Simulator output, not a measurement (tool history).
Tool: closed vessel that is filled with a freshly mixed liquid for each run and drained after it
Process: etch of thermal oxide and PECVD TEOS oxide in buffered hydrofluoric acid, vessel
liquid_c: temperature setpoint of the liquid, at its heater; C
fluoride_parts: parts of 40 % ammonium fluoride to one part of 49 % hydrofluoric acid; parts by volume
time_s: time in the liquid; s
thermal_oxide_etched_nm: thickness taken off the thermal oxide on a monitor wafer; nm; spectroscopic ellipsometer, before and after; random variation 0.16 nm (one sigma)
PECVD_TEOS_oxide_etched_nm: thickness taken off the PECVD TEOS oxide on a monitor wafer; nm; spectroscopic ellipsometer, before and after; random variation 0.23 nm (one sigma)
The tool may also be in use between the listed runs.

run,day,liquid_c,fluoride_parts,time_s,thermal_oxide_etched_nm,PECVD_TEOS_oxide_etched_nm
1,0.000,20.0,12.0,60,43.330,93.470
2,0.171,20.0,12.0,70,50.796,109.780
3,0.538,20.0,12.0,60,42.944,93.710
4,0.871,19.5,12.5,60,40.157,87.549
5,1.042,19.5,15.5,60,32.735,70.935
6,1.208,19.0,15.5,60,31.694,69.218
7,1.479,18.5,15.5,60,30.562,67.464

The next listed run, before its measurement:
8,1.638,18.5,16.0,60,?,?

{"run 8": {"thermal_oxide_etched_nm": 30.085, "PECVD_TEOS_oxide_etched_nm": 64.544}}
